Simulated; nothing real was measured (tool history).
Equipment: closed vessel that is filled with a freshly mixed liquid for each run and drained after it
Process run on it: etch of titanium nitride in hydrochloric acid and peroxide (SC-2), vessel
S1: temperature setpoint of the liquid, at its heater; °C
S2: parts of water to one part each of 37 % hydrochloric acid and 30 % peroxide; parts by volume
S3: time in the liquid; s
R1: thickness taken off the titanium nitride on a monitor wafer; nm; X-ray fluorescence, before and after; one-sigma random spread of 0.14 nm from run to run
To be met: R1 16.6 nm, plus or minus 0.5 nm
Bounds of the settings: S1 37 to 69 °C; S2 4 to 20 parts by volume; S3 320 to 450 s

| run | hour | S1 | S2 | S3 | R1 |
|---|---|---|---|---|---|
| 1 | 0 | 53 | 11 | 450 | 7.6832 |
| 2 | 8.2 | 50 | 11 | 450 | 6.2893 |
| 3 | 10.5 | 50 | 11 | 320 | 4.4574 |
| 4 | 11.6 | 56.5 | 11 | 320 | 6.8313 |
| 5 | 15.1 | 52 | 11 | 320 | 5.1185 |
| 6 | 19.6 | 52 | 11 | 450 | 7.1494 |
| 7 | 25.8 | 54.5 | 11 | 450 | 8.3603 |
| 8 | 29.5 | 56.5 | 11 | 450 | 9.4976 |
| 9 | 35.4 | 58 | 11 | 450 | 10.559 |
| 10 | 38.4 | 59 | 11 | 450 | 11.291 |
| 11 | 40.6 | 60 | 11 | 450 | 11.848 |
| 12 | 41.7 | 61 | 11 | 450 | 12.707 |
| 13 | 49.2 | 61.5 | 11 | 450 | 12.954 |
| 14 | 57.1 | 62 | 11 | 450 | 13.696 |
| 15 | 59.5 | 62.5 | 11 | 450 | 14.109 |
| 16 | 67.5 | 63 | 11 | 450 | 14.223 |
| 17 | 74.8 | 63.5 | 11 | 450 | 14.88 |
| 18 | 81.6 | 64 | 11 | 450 | 15.113 |
| 19 | 82.4 | 64.5 | 11 | 450 | 15.818 |

Which one of the following 4 next-run settings gets every result inside its allowed miss? There is exactly one.
| A | 83.2 | 66 | 9 | 330 | ? |
| B | 83.2 | 62 | 9 | 435 | ? |
| C | 83.2 | 63 | 7 | 320 | ? |
| D | 83.2 | 68.5 | 12 | 400 | ? |

| move | R1 |
|---|---|
| A | 15.015 |
| B | 15.492 |
| C | 14.817 |
| D | 16.618 |
A: moves away from the targets compared with the last run
B: moves away from the targets compared with the last run
C: moves away from the targets compared with the last run
D: hits every target within its allowed miss
So the answer is move D, the one that meets all the targets.
